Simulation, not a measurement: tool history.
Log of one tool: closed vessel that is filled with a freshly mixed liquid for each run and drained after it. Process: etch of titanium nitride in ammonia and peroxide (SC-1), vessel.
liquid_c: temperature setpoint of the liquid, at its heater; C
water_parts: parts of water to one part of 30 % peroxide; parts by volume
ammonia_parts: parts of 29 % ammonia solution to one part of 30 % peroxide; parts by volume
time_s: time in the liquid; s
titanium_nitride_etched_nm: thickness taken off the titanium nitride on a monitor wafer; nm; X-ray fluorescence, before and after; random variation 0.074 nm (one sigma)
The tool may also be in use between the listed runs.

run  hour  liquid_c  water_parts  ammonia_parts  time_s  titanium_nitride_etched_nm
  1   0.0      53.0            9            0.9     250                      26.167
  2   6.5      52.5            9            0.9     250                      25.205
  3   9.8      52.0            9            0.9     250                      24.401
  4  18.4      52.0            9            0.6     250                      22.911
  5  26.7      52.0            9            0.8     250                      24.110
  6  29.5      52.0            9            0.5     250                      22.222
     36.5  -- thermometer replaced
  7  36.5      51.5            9            0.5     250                      24.285
  8  43.1      51.5            9            0.5     250                      24.337
  9  46.2      51.0            9            0.5     250                      23.421

The next listed run, before its measurement:
 10  48.8      50.5            9            0.5     250                           ?

{"run 10": {"titanium_nitride_etched_nm": 22.643}}

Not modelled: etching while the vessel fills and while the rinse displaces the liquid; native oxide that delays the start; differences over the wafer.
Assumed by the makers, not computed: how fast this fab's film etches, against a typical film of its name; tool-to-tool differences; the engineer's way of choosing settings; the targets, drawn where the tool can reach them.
